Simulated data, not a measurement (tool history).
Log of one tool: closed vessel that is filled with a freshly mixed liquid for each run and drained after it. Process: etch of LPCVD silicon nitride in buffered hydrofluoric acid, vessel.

| run | day | temperature setpoint of the liquid (K) | parts of 40 % ammonium fluoride to one part of 49 % hydrofluoric acid (parts by volume) | time in the liquid (s) | thickness taken off the LPCVD silicon nitride on a monitor wafer (Å) |
|---|---|---|---|---|---|
| 1 | 0 | 297.15 | 8 | 2215 | 381.17 |
| 2 | 0.146 | 297.15 | 8 | 2380 | 413.02 |
| 3 | 0.479 | 297.15 | 8 | 2380 | 414.31 |
| 4 | 0.55 | 297.15 | 7 | 2380 | 479.33 |
| 5 | 0.688 | 295.65 | 7 | 2380 | 448.87 |
| 6 | 0.867 | 295.65 | 5 | 2380 | 598.05 |
| 7 | 1.05 | 294.15 | 5.5 | 2380 | 509.73 |
| 8 | 1.183 | 293.15 | 6 | 2380 | 445.16 |

Forecast run 9:
| 9 | 1.308 | 292.65 | 6 | 2380 | ? |

thickness taken off the LPCVD silicon nitride on a monitor wafer (Å): 434.99
